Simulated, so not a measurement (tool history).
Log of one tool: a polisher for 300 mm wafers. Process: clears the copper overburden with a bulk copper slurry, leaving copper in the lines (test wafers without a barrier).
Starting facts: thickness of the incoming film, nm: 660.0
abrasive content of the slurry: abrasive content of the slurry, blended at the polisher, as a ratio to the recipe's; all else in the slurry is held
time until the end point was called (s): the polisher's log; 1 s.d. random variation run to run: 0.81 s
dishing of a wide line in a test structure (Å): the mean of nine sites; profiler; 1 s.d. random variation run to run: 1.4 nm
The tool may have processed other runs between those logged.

| run | hour | flow of slurry (ml/min) | pressure of the wafer on the pad (kPa) | speed of the pad under the wafer (cm/s) | abrasive content of the slurry | overpolish time after the end point (s) | time until the end point was called (s) | dishing of a wide line in a test structure (Å) |
|---|---|---|---|---|---|---|---|---|
| 1 | 0.0 | 185 | 16.5 | 106 | 1.0 | 29 | 91.677 | 954.86 |
| 2 | 8.5 | 185 | 17.9 | 106 | 1.0 | 29 | 89.458 | 1003.90 |
| 3 | 11.9 | 185 | 14.5 | 106 | 1.0 | 29 | 108.100 | 869.84 |
| 4 | 14.4 | 185 | 14.5 | 94 | 1.0 | 29 | 119.620 | 818.29 |
| 5 | 22.9 | 185 | 15.9 | 96 | 1.0 | 28 | 109.150 | 866.04 |
|  | 31.2 | worn pad replaced by a new one |
| 6 | 31.2 | 185 | 17.2 | 98 | 1.0 | 27 | 90.699 | 946.40 |

What will run 7 give?
| 7 | 39.1 | 190 | 21.4 | 100 | 1.0 | 27 | ? | ? |

time until the end point was called (s): 73.947
dishing of a wide line in a test structure (Å): 1060.30
